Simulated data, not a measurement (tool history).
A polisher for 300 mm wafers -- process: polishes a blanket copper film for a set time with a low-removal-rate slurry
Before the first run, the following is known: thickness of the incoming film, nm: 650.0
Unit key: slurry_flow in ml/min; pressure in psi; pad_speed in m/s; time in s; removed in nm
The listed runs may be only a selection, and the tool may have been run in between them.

{"run": 1, "hour": 0.0, "slurry_flow": 215, "pressure": 1.8, "pad_speed": 1.36, "slurry_solids": 1.0, "time": 87, "removed": 242.88}
{"run": 2, "hour": 5.5, "slurry_flow": 215, "pressure": 2.1, "pad_speed": 1.36, "slurry_solids": 1.0, "time": 87, "removed": 290.72}
{"run": 3, "hour": 13.1, "slurry_flow": 245, "pressure": 2.1, "pad_speed": 1.36, "slurry_solids": 1.0, "time": 87, "removed": 284.73}
{"run": 4, "hour": 14.0, "slurry_flow": 245, "pressure": 2.1, "pad_speed": 1.36, "slurry_solids": 1.0, "time": 87, "removed": 289.09}
{"run": 5, "hour": 19.9, "slurry_flow": 245, "pressure": 2.1, "pad_speed": 1.36, "slurry_solids": 1.15, "time": 87, "removed": 289.66}
{"run": 6, "hour": 25.5, "slurry_flow": 245, "pressure": 1.9, "pad_speed": 1.28, "slurry_solids": 1.15, "time": 87, "removed": 251.65}
{"run": 7, "hour": 29.1, "slurry_flow": 245, "pressure": 1.7, "pad_speed": 1.2, "slurry_solids": 1.15, "time": 87, "removed": 210.51}
{"run": 8, "hour": 37.9, "slurry_flow": 245, "pressure": 1.5, "pad_speed": 1.16, "slurry_solids": 1.15, "time": 87, "removed": 187.94}
{"run": 9, "hour": 43.2, "slurry_flow": 245, "pressure": 1.4, "pad_speed": 1.1, "slurry_solids": 1.15, "time": 87, "removed": 164.2}

Run 10, settings as shown, results not yet in. Your forecast:
{"run": 10, "hour": 46.3, "slurry_flow": 245, "pressure": 1.3, "pad_speed": 1.08, "slurry_solids": 1.15, "time": 87, "removed": "?"}

{"run 10": {"removed": 151.07}}
